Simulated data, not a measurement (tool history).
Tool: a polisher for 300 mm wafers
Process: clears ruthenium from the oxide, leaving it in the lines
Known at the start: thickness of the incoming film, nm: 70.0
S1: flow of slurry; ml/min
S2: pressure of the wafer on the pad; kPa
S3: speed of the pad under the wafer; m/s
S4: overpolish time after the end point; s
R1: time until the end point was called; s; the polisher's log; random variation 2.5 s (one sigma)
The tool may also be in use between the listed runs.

| run | hour | S1 | S2 | S3 | S4 | R1 |
|---|---|---|---|---|---|---|
| 1 | 0.0 | 180 | 12.4 | 0.82 | 11 | 97.527 |
| 2 | 2.0 | 180 | 11.0 | 0.80 | 11 | 110.690 |
| 3 | 8.5 | 180 | 10.3 | 0.78 | 11 | 121.770 |
| 4 | 9.2 | 180 | 10.3 | 0.78 | 11 | 123.060 |
| 5 | 11.8 | 225 | 10.3 | 0.78 | 11 | 120.630 |
| 6 | 13.3 | 225 | 9.7 | 0.76 | 11 | 128.450 |
| 7 | 21.6 | 225 | 9.0 | 0.74 | 11 | 139.930 |
| 8 | 24.1 | 225 | 8.3 | 0.74 | 11 | 153.880 |

Forecast run 9:
| 9 | 27.6 | 225 | 7.6 | 0.74 | 11 | ? |

{"run 9": {"R1": 164.7}}

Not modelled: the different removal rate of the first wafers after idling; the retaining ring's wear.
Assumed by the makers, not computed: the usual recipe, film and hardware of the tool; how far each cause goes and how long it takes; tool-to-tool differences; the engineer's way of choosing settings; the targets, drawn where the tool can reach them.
